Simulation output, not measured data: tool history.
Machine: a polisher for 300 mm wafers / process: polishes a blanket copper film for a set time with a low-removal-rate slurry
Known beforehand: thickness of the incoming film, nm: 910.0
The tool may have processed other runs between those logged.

run	hour	flow of slurry (ml/min)	pressure of the wafer on the pad (kPa)	speed of the pad under the wafer (cm/s)	abrasive content of the slurry	polishing time (s)	film removed (nm)
1	0.0	225	20.0	112	1.0	29	91.651
2	7.6	225	22.8	112	1.0	29	101.130
3	11.3	225	24.8	116	1.0	29	112.820
4	18.6	225	26.2	120	1.0	29	125.780
5	24.1	225	26.2	120	0.9	29	122.710
6	32.4	225	23.4	120	0.9	29	112.610
7	38.9	235	29.0	130	0.9	29	146.490
8	47.8	235	29.6	130	0.9	29	151.820

What will run 9 give?
9	50.8	235	30.3	130	0.9	29	?

film removed (nm): 153.350
